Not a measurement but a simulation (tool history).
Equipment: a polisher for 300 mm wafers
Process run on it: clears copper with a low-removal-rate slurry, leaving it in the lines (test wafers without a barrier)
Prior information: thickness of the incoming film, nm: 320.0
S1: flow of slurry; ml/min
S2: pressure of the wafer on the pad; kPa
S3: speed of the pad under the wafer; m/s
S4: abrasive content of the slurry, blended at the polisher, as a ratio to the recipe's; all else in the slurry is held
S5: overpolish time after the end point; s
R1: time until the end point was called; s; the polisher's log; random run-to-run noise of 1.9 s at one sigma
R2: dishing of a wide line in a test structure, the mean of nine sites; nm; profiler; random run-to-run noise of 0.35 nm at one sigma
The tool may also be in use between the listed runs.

run	hour	S1	S2	S3	S4	S5	R1	R2
1	0	155	17.2	1.18	1	18	97.702	43.895
2	1.3	155	20.7	1.18	1	18	84.776	50.226
3	7.7	175	20.7	1.18	1	18	82.816	51.325
4	15.9	175	20.7	1.42	1	18	70.491	59.713
5	19.2	175	19.3	1.42	1	18	74.986	56.399
6	22.1	175	19.3	1.42	1.15	18	72.52	57.647

Run 7 comes next. What will it give?
7	24.1	175	19.3	1.42	1.15	18	?	?

Run 7 yielded R1 72.086 s, R2 58.683 nm.
